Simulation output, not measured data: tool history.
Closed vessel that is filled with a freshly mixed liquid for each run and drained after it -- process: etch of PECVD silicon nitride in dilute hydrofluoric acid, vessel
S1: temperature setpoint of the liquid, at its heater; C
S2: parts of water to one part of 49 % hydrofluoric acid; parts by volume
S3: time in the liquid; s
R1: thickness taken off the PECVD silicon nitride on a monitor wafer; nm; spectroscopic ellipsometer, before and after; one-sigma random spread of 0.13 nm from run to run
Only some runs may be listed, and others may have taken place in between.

run  hour    S1   S2   S3       R1
  1   0.0  25.0  125  260  13.7880
  2   3.1  21.5  125  260  10.9750
  3  11.6  22.5  120  260  12.1180
  4  13.8  22.5  120  260  12.1600
  5  17.7  22.5  120  260  12.2350
  6  23.9  22.5  120  200   9.3442
  7  30.7  23.5  110  205  11.2230
  8  31.5  24.5  100  210  13.4260
  9  36.0  25.5   95  210  15.1090
 10  37.9  26.5   90  210  16.9900
 11  41.8  27.0   85  210  18.6590
 12  42.4  27.5   80  210  20.3170
 13  47.3  28.0   75  210  22.4720
 14  55.5  32.0   45  210  48.1970
 15  61.9  31.0   45  210  45.2970

Expected results for the next run?
 16  64.7  30.0  45  210   ?

Run 16 measured R1 42.5060 nm.

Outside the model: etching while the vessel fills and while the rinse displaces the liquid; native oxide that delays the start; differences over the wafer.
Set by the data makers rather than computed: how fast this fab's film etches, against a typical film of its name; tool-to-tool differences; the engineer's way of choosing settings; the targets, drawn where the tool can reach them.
